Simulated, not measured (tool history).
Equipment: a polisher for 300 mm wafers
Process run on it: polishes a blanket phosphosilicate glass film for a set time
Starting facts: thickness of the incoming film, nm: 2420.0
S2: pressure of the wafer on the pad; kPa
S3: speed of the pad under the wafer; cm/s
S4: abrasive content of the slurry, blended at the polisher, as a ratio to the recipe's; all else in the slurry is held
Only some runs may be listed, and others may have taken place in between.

run 1 hour=0.0 | flow_of_slurry_(ml/min)=160 S2=15.2 S3=82 S4=1.0 polishing_time_(s)=45 | film_removed_(Å)=1729.50
run 2 hour=1.1 | flow_of_slurry_(ml/min)=160 S2=12.4 S3=82 S4=1.0 polishing_time_(s)=45 | film_removed_(Å)=1477.30
run 3 hour=4.6 | flow_of_slurry_(ml/min)=155 S2=11.0 S3=78 S4=1.0 polishing_time_(s)=45 | film_removed_(Å)=1293.80
run 4 hour=10.9 | flow_of_slurry_(ml/min)=155 S2=11.0 S3=64 S4=1.0 polishing_time_(s)=45 | film_removed_(Å)=1098.40
run 5 hour=11.8 | flow_of_slurry_(ml/min)=155 S2=11.0 S3=84 S4=1.0 polishing_time_(s)=45 | film_removed_(Å)=1355.30
run 6 hour=14.3 | flow_of_slurry_(ml/min)=145 S2=9.7 S3=82 S4=1.0 polishing_time_(s)=45 | film_removed_(Å)=1191.40
run 7 hour=19.0 | flow_of_slurry_(ml/min)=115 S2=6.9 S3=76 S4=1.0 polishing_time_(s)=45 | film_removed_(Å)=853.37
run 8 hour=26.4 | flow_of_slurry_(ml/min)=120 S2=6.9 S3=76 S4=1.0 polishing_time_(s)=45 | film_removed_(Å)=862.38

The next listed run, before its measurement:
run 9 hour=28.8 | flow_of_slurry_(ml/min)=125 S2=6.9 S3=76 S4=1.0 polishing_time_(s)=45 | film_removed_(Å)=?

{"run 9": {"film removed (Å)": 869.88}}

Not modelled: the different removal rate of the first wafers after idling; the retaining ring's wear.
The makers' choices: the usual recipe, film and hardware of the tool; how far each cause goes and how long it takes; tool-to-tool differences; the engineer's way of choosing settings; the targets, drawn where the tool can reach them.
